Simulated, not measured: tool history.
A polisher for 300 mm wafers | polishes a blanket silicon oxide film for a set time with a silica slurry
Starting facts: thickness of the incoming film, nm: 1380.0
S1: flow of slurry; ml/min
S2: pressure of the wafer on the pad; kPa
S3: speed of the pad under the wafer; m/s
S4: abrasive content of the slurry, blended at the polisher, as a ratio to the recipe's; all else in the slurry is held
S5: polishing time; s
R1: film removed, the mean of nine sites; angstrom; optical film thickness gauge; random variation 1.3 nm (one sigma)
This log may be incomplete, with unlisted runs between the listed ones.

run	day	S1	S2	S3	S4	S5	R1
1	0	130	32.4	0.92	1	97	2813.4
2	0.196	155	32.4	0.92	1	97	2911.3
3	0.3	185	32.4	0.92	1	97	2935
4	0.442	185	30.3	0.92	1	97	2875.8
5	0.617	185	27.6	0.92	1	97	2654.6
6	0.846	185	27.6	0.92	1	97	2645.2
7	0.971	180	26.2	0.9	1	97	2491.9
8	1.267	175	24.8	0.9	1	97	2416.8
9	1.396	175	23.4	0.88	1	97	2264.7

Run 10 is up next; what results do you expect?
10	1.629	170	22.1	0.88	1	97	?

Run 10 measured R1 2210.2 angstrom.
